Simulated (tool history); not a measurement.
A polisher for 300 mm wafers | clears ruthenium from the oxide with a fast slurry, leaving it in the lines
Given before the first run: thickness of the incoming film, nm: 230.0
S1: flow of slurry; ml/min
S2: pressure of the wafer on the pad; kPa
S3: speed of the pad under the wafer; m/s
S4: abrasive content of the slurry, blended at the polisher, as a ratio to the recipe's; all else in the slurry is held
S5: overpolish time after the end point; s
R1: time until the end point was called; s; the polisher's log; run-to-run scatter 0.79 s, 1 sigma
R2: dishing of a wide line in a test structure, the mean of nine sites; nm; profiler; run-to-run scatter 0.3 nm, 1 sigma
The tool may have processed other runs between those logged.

run,hour,S1,S2,S3,S4,S5,R1,R2
1,0.0,195,20.0,0.96,1.00,13,50.422,42.456
2,7.0,195,24.1,0.96,1.00,13,42.195,49.196
3,14.1,220,24.1,0.96,1.00,13,41.566,50.703
4,21.8,220,24.1,1.16,1.00,13,33.674,57.199
5,28.4,220,24.1,0.92,1.00,13,42.535,49.004
6,33.4,220,24.1,0.84,1.00,13,46.275,44.785
7,41.4,245,18.6,0.80,1.05,7,62.152,21.499

What does the tool deliver on the next run?
8,49.0,235,19.3,0.80,1.05,8,?,?

{"run 8": {"R1": 59.087, "R2": 24.784}}
